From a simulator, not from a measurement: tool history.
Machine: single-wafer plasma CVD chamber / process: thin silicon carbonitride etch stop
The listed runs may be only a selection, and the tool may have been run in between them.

run  hour  RF power (kW)  deposition time (s)  mean film thickness on the monitor wafer (angstrom)
  1   0.0          0.175                 27.6                                               167.14
  2   1.4          0.170                 27.5                                               164.10
  3   6.5          0.195                 27.5                                               174.06
  4  11.2          0.195                 31.4                                               198.64
  5  17.6          0.180                 30.7                                               187.81
  6  20.3          0.195                 30.7                                               194.40
  7  21.8          0.180                 30.2                                               184.49
  8  29.1          0.165                 29.9                                               176.53
  9  31.0          0.155                 29.7                                               170.95
 10  38.6          0.145                 29.6                                               165.58

Forecast run 11:
 11  43.6          0.140                 29.6                                                    ?

mean film thickness on the monitor wafer (angstrom): 163.02
